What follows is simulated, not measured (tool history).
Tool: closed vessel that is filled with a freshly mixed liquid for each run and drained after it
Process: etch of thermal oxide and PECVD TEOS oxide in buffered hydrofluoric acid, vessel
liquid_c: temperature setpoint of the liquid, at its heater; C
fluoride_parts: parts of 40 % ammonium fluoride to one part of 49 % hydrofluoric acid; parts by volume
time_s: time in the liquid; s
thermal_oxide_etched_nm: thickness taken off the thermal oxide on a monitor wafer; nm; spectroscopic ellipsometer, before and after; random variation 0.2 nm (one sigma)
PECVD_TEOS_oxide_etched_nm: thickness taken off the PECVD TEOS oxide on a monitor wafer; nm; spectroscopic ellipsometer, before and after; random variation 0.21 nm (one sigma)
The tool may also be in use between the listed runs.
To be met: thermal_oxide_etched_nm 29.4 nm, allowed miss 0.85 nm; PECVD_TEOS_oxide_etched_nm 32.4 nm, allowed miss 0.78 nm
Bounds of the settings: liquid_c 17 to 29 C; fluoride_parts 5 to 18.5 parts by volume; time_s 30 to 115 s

Run 1, hour 0: liquid_c 21 C, fluoride_parts 11.5 parts by volume, time_s 60 s. Result: thermal_oxide_etched_nm 51.573 nm, PECVD_TEOS_oxide_etched_nm 56.044 nm.
Run 2, hour 7.7: liquid_c 20 C, fluoride_parts 12.5 parts by volume, time_s 60 s. Result: thermal_oxide_etched_nm 44.766 nm, PECVD_TEOS_oxide_etched_nm 49.397 nm.
Run 3, hour 15.5: liquid_c 19.5 C, fluoride_parts 13 parts by volume, time_s 60 s. Result: thermal_oxide_etched_nm 41.921 nm, PECVD_TEOS_oxide_etched_nm 45.91 nm.
Run 4, hour 23.5: liquid_c 19 C, fluoride_parts 13.5 parts by volume, time_s 60 s. Result: thermal_oxide_etched_nm 39.593 nm, PECVD_TEOS_oxide_etched_nm 42.484 nm.
Run 5, hour 25.2: liquid_c 20 C, fluoride_parts 13.5 parts by volume, time_s 60 s. Result: thermal_oxide_etched_nm 41.459 nm, PECVD_TEOS_oxide_etched_nm 45.841 nm.
Run 6, hour 34.1: liquid_c 19.5 C, fluoride_parts 14 parts by volume, time_s 60 s. Result: thermal_oxide_etched_nm 39.005 nm, PECVD_TEOS_oxide_etched_nm 42.624 nm.
Run 7, hour 40.9: liquid_c 19 C, fluoride_parts 14.5 parts by volume, time_s 60 s. Result: thermal_oxide_etched_nm 36.295 nm, PECVD_TEOS_oxide_etched_nm 40.108 nm.
Run 8, hour 44: liquid_c 18.5 C, fluoride_parts 14.5 parts by volume, time_s 60 s. Result: thermal_oxide_etched_nm 35.063 nm, PECVD_TEOS_oxide_etched_nm 38.945 nm.
Run 9, hour 50.5: liquid_c 18 C, fluoride_parts 14.5 parts by volume, time_s 60 s. Result: thermal_oxide_etched_nm 34.52 nm, PECVD_TEOS_oxide_etched_nm 38.086 nm.
Run 10, hour 59.7: liquid_c 18 C, fluoride_parts 15 parts by volume, time_s 60 s. Result: thermal_oxide_etched_nm 33.716 nm, PECVD_TEOS_oxide_etched_nm 36.183 nm.
Run 11, hour 67.5: liquid_c 18 C, fluoride_parts 15.5 parts by volume, time_s 60 s. Result: thermal_oxide_etched_nm 32.524 nm, PECVD_TEOS_oxide_etched_nm 35.843 nm.

Which of these 5 next moves meets every target?
Run A, hour 75.3: liquid_c 17 C, fluoride_parts 16.5 parts by volume, time_s 65 s. Result: thermal_oxide_etched_nm ?, PECVD_TEOS_oxide_etched_nm ?.
Run B, hour 75.3: liquid_c 19.5 C, fluoride_parts 15.5 parts by volume, time_s 50 s. Result: thermal_oxide_etched_nm ?, PECVD_TEOS_oxide_etched_nm ?.
Run C, hour 75.3: liquid_c 19 C, fluoride_parts 17.5 parts by volume, time_s 70 s. Result: thermal_oxide_etched_nm ?, PECVD_TEOS_oxide_etched_nm ?.
Run D, hour 75.3: liquid_c 17 C, fluoride_parts 8.5 parts by volume, time_s 35 s. Result: thermal_oxide_etched_nm ?, PECVD_TEOS_oxide_etched_nm ?.
Run E, hour 75.3: liquid_c 17 C, fluoride_parts 15 parts by volume, time_s 60 s. Result: thermal_oxide_etched_nm ?, PECVD_TEOS_oxide_etched_nm ?.

move  thermal_oxide_etched_nm  PECVD_TEOS_oxide_etched_nm
   A                   31.195                       34.05
   B                    29.41                      32.102
   C                   35.517                      38.767
   D                   31.209                      34.065
   E                   31.631                      34.526
A: nearer than the last run, and not there yet
B: meets every target
C: further off than the last run
D: nearer than the last run, and not there yet
E: nearer than the last run, and not there yet
The right move is B.

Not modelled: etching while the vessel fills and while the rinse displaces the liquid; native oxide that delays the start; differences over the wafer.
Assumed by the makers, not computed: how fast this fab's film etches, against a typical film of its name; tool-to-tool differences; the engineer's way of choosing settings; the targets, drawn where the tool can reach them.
